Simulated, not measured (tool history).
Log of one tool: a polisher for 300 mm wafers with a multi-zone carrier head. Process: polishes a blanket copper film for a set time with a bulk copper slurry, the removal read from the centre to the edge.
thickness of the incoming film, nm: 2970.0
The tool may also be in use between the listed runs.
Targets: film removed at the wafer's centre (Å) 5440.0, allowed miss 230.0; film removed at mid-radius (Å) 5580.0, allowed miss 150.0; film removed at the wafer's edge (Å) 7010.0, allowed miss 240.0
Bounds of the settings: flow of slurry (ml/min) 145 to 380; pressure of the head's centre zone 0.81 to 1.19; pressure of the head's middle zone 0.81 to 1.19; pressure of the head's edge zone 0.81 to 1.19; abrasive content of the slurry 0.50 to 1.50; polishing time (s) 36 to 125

run,day,flow of slurry (ml/min),pressure of the head's centre zone,pressure of the head's middle zone,pressure of the head's edge zone,abrasive content of the slurry,polishing time (s),film removed at the wafer's centre (Å),film removed at mid-radius (Å),film removed at the wafer's edge (Å)
1,0.000,245,1.00,1.00,1.00,1.00,80,7802.9,7831.4,7893.9
2,0.371,230,0.95,0.94,1.02,0.85,79,7165.0,7111.4,7564.9
3,0.696,230,0.95,0.94,1.02,0.85,72,6626.5,6397.9,6839.5
4,0.842,230,0.95,1.01,1.02,0.85,72,6374.3,6826.7,6914.0
5,0.892,230,0.95,1.01,0.97,0.85,72,6551.7,6873.7,6749.8
6,1.242,230,0.95,1.01,0.97,0.85,87,7921.6,8256.4,8174.5
7,1.267,215,0.91,0.96,1.03,0.75,83,6985.6,7219.9,7775.4
8,1.312,205,0.88,0.93,1.06,0.70,81,6464.9,6792.2,7475.8
9,1.379,205,0.88,0.93,1.06,0.70,81,6373.7,6815.5,7352.4
10,1.421,190,0.87,0.89,1.10,0.65,81,6091.9,6408.9,7536.3
11,1.654,185,0.86,0.87,1.10,0.60,80,5973.1,6122.5,7350.2
12,1.929,180,0.85,0.86,1.10,0.55,80,5702.6,5912.7,7277.0

Which of these 4 next moves meets every target?
A,2.204,190,0.84,0.85,1.15,0.55,76,?,?,?
B,2.204,165,0.81,0.88,1.17,0.55,82,?,?,?
C,2.204,265,0.85,0.92,1.17,0.55,79,?,?,?
D,2.204,145,0.81,0.98,1.12,1.00,73,?,?,?

move,film removed at the wafer's centre (Å),film removed at mid-radius (Å),film removed at the wafer's edge (Å)
A,5465.8,5686.9,7095.3
B,5514.1,6143.6,7567.8
C,6072.6,6626.6,7711.4
D,5307.0,6488.4,7193.8
A: meets every target
B: further off than the last run
C: further off than the last run
D: further off than the last run
The right move is A.
